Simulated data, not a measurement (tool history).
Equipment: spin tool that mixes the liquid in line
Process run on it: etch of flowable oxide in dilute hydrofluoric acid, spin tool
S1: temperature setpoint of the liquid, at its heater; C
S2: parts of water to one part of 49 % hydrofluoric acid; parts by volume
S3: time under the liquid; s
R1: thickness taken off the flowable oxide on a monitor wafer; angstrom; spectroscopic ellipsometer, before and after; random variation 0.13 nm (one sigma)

{"run": 1, "day": 0.0, "S1": 20, "S2": 75, "S3": 55, "R1": 269.39}
{"run": 2, "day": 0.275, "S1": 19.5, "S2": 85, "S3": 55, "R1": 231.38}
{"run": 3, "day": 0.304, "S1": 19.5, "S2": 85, "S3": 60, "R1": 252.92}
{"run": 4, "day": 0.633, "S1": 19.5, "S2": 85, "S3": 55, "R1": 234.9}
{"run": 5, "day": 0.725, "S1": 19.5, "S2": 85, "S3": 60, "R1": 250.56}
{"run": 6, "day": 0.771, "S1": 19, "S2": 90, "S3": 60, "R1": 229.68}
{"run": 7, "day": 0.875, "S1": 18.5, "S2": 95, "S3": 60, "R1": 212.73}
{"run": 8, "day": 1.192, "S1": 18, "S2": 100, "S3": 60, "R1": 200.51}

What will run 9 give?
{"run": 9, "day": 1.429, "S1": 18, "S2": 105, "S3": 60, "R1": "?"}

{"run 9": {"R1": 185.24}}
